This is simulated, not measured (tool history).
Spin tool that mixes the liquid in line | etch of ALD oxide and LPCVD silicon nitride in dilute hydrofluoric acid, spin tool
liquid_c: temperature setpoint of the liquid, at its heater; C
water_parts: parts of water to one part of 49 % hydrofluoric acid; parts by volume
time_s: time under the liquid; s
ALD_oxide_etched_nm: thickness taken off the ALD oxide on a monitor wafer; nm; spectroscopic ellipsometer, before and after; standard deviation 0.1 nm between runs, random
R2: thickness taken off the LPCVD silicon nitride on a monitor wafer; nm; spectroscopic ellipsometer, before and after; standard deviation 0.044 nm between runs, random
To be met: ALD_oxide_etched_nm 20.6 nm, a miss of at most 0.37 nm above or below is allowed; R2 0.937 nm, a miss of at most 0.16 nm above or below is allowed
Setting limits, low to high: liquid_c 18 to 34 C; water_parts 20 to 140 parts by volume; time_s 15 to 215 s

{"run": 1, "hour": 0.0, "liquid_c": 26, "water_parts": 75, "time_s": 110, "ALD_oxide_etched_nm": 17.214, "R2": 0.76564}
{"run": 2, "hour": 8.0, "liquid_c": 27, "water_parts": 75, "time_s": 110, "ALD_oxide_etched_nm": 17.917, "R2": 0.82827}
{"run": 3, "hour": 16.5, "liquid_c": 27, "water_parts": 75, "time_s": 150, "ALD_oxide_etched_nm": 24.309, "R2": 1.2671}
{"run": 4, "hour": 23.2, "liquid_c": 27, "water_parts": 75, "time_s": 195, "ALD_oxide_etched_nm": 31.936, "R2": 1.6297}
{"run": 5, "hour": 29.3, "liquid_c": 29, "water_parts": 75, "time_s": 195, "ALD_oxide_etched_nm": 34.475, "R2": 1.7704}
{"run": 6, "hour": 37.8, "liquid_c": 25.5, "water_parts": 80, "time_s": 195, "ALD_oxide_etched_nm": 28.259, "R2": 1.3382}
{"run": 7, "hour": 38.4, "liquid_c": 23.5, "water_parts": 80, "time_s": 195, "ALD_oxide_etched_nm": 26.035, "R2": 1.1423}
{"run": 8, "hour": 46.7, "liquid_c": 22.5, "water_parts": 80, "time_s": 195, "ALD_oxide_etched_nm": 24.748, "R2": 1.1407}
{"run": 9, "hour": 47.5, "liquid_c": 22.5, "water_parts": 80, "time_s": 195, "ALD_oxide_etched_nm": 24.958, "R2": 1.0905}
{"run": 10, "hour": 55.6, "liquid_c": 21.5, "water_parts": 80, "time_s": 195, "ALD_oxide_etched_nm": 24.077, "R2": 1.009}
{"run": 11, "hour": 58.6, "liquid_c": 21, "water_parts": 80, "time_s": 195, "ALD_oxide_etched_nm": 23.664, "R2": 0.95435}
{"run": 12, "hour": 62.8, "liquid_c": 20.5, "water_parts": 80, "time_s": 195, "ALD_oxide_etched_nm": 22.892, "R2": 0.96308}

Which of these 4 next moves meets every target?
{"run": "A", "hour": 67.0, "liquid_c": 27, "water_parts": 110, "time_s": 185, "ALD_oxide_etched_nm": "?", "R2": "?"}
{"run": "B", "hour": 67.0, "liquid_c": 24.5, "water_parts": 85, "time_s": 160, "ALD_oxide_etched_nm": "?", "R2": "?"}
{"run": "C", "hour": 67.0, "liquid_c": 22.5, "water_parts": 95, "time_s": 190, "ALD_oxide_etched_nm": "?", "R2": "?"}
{"run": "D", "hour": 67.0, "liquid_c": 18, "water_parts": 85, "time_s": 200, "ALD_oxide_etched_nm": "?", "R2": "?"}

move=A ALD_oxide_etched_nm=19.666 R2=1.0303
move=B ALD_oxide_etched_nm=20.614 R2=0.97803
move=C ALD_oxide_etched_nm=19.967 R2=0.91134
move=D ALD_oxide_etched_nm=19.735 R2=0.78673
A: takes the result that was furthest off past its target
B: every result lands within tolerance
C: takes the result that was furthest off past its target
D: takes the result that was furthest off past its target
Move B is the one to make.
